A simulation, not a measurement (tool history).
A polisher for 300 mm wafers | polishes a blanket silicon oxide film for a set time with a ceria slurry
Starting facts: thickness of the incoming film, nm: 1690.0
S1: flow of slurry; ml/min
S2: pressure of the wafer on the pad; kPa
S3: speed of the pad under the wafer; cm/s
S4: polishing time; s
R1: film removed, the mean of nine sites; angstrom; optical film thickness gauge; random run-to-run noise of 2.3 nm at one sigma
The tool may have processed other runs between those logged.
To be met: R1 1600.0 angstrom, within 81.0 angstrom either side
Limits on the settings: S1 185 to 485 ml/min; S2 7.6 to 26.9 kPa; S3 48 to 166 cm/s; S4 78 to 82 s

{"run": 1, "hour": 0.0, "S1": 310, "S2": 17.2, "S3": 106, "S4": 78, "R1": 2940.4}
{"run": 2, "hour": 6.1, "S1": 310, "S2": 17.2, "S3": 106, "S4": 82, "R1": 3143.5}
{"run": 3, "hour": 9.4, "S1": 310, "S2": 17.2, "S3": 120, "S4": 82, "R1": 3422.9}
{"run": 4, "hour": 11.9, "S1": 250, "S2": 17.2, "S3": 120, "S4": 82, "R1": 3403.7}
{"run": 5, "hour": 16.6, "S1": 250, "S2": 17.2, "S3": 146, "S4": 82, "R1": 4170.8}
{"run": 6, "hour": 21.1, "S1": 250, "S2": 17.2, "S3": 166, "S4": 82, "R1": 4670.5}
{"run": 7, "hour": 23.5, "S1": 245, "S2": 15.2, "S3": 150, "S4": 81, "R1": 3675.4}
{"run": 8, "hour": 24.5, "S1": 245, "S2": 13.8, "S3": 138, "S4": 80, "R1": 3064.4}
{"run": 9, "hour": 33.0, "S1": 245, "S2": 12.4, "S3": 130, "S4": 80, "R1": 2577.8}
{"run": 10, "hour": 41.1, "S1": 245, "S2": 11.7, "S3": 126, "S4": 80, "R1": 2380.6}
{"run": 11, "hour": 42.0, "S1": 245, "S2": 11.0, "S3": 122, "S4": 80, "R1": 2177.6}
{"run": 12, "hour": 47.7, "S1": 245, "S2": 11.0, "S3": 122, "S4": 80, "R1": 2202.0}
{"run": 13, "hour": 55.5, "S1": 245, "S2": 10.3, "S3": 120, "S4": 80, "R1": 2057.7}
{"run": 14, "hour": 59.7, "S1": 245, "S2": 9.7, "S3": 118, "S4": 80, "R1": 1870.7}

Exactly one of the 4 candidate moves below puts every result within its allowed miss. Which one?
{"run": "A", "hour": 63.9, "S1": 185, "S2": 7.6, "S3": 136, "S4": 79, "R1": "?"}
{"run": "B", "hour": 63.9, "S1": 300, "S2": 9.0, "S3": 124, "S4": 82, "R1": "?"}
{"run": "C", "hour": 63.9, "S1": 255, "S2": 8.3, "S3": 132, "S4": 80, "R1": "?"}
{"run": "D", "hour": 63.9, "S1": 185, "S2": 9.7, "S3": 94, "S4": 78, "R1": "?"}

move=A R1=1563.0
move=B R1=1851.7
move=C R1=1749.1
move=D R1=1352.5
A: meets every target
B: an improvement on the last run, though not all results are within tolerance
C: an improvement on the last run, though not all results are within tolerance
D: carries the result that was furthest off beyond its target, to the other side
The move that meets every target is A.
